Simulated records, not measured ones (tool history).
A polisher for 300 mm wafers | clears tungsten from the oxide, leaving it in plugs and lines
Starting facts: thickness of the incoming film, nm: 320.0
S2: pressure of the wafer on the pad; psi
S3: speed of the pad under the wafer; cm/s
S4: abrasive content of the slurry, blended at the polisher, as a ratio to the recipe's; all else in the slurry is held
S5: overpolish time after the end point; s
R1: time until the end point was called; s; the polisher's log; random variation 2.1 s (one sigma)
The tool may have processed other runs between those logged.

{"run": 1, "hour": 0.0, "flow of slurry (ml/min)": 215, "S2": 3.3, "S3": 104, "S4": 1, "S5": 15, "R1": 79.034}
{"run": 2, "hour": 8.6, "flow of slurry (ml/min)": 215, "S2": 3.3, "S3": 104, "S4": 0.8, "S5": 15, "R1": 83.705}
{"run": 3, "hour": 9.5, "flow of slurry (ml/min)": 215, "S2": 3.3, "S3": 104, "S4": 0.8, "S5": 15, "R1": 83.033}
{"run": 4, "hour": 15.9, "flow of slurry (ml/min)": 215, "S2": 3.3, "S3": 124, "S4": 0.8, "S5": 15, "R1": 68.691}
{"run": 5, "hour": 22.9, "flow of slurry (ml/min)": 215, "S2": 3.9, "S3": 124, "S4": 0.8, "S5": 15, "R1": 62.416}
{"run": 6, "hour": 23.8, "flow of slurry (ml/min)": 215, "S2": 3.6, "S3": 120, "S4": 0.8, "S5": 15, "R1": 67.261}
{"run": 7, "hour": 27.9, "flow of slurry (ml/min)": 215, "S2": 3.3, "S3": 118, "S4": 0.8, "S5": 15, "R1": 72.411}
{"run": 8, "hour": 33.7, "flow of slurry (ml/min)": 215, "S2": 3.1, "S3": 114, "S4": 0.8, "S5": 15, "R1": 78.656}
{"run": 9, "hour": 41.5, "flow of slurry (ml/min)": 215, "S2": 2.9, "S3": 112, "S4": 0.8, "S5": 15, "R1": 82.462}
{"run": 10, "hour": 43.1, "flow of slurry (ml/min)": 215, "S2": 2.7, "S3": 110, "S4": 0.8, "S5": 15, "R1": 91.582}

Run 11, settings as shown, results not yet in. Your forecast:
{"run": 11, "hour": 46.0, "flow of slurry (ml/min)": 215, "S2": 2.6, "S3": 110, "S4": 0.8, "S5": 15, "R1": "?"}

Run 11 yielded R1 89.027 s.

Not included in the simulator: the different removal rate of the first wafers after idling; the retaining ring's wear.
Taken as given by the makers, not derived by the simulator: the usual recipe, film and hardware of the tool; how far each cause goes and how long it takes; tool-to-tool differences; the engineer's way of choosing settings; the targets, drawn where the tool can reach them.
